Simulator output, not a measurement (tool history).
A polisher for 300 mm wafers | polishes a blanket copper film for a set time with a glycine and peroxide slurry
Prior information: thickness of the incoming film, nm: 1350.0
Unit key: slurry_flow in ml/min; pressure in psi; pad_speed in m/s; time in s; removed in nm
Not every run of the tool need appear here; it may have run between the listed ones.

| run | hour | slurry_flow | pressure | pad_speed | time | removed |
|---|---|---|---|---|---|---|
| 1 | 0 | 140 | 2.2 | 1.18 | 97 | 456.37 |
| 2 | 1.9 | 140 | 2.7 | 1.18 | 97 | 540.33 |
| 3 | 4.4 | 140 | 2.7 | 1.48 | 97 | 663.35 |
| 4 | 9.3 | 140 | 3.2 | 1.48 | 97 | 767.61 |
|  | 10.4 | worn pad replaced by a new one |
| 5 | 10.4 | 130 | 2.5 | 1.26 | 97 | 586.41 |
| 6 | 14.5 | 130 | 2.5 | 1.26 | 97 | 600.25 |

Run 7 has not been measured yet. What should we expect?
| 7 | 23.2 | 110 | 1.9 | 0.92 | 97 | ? |

{"run 7": {"removed": 359.45}}

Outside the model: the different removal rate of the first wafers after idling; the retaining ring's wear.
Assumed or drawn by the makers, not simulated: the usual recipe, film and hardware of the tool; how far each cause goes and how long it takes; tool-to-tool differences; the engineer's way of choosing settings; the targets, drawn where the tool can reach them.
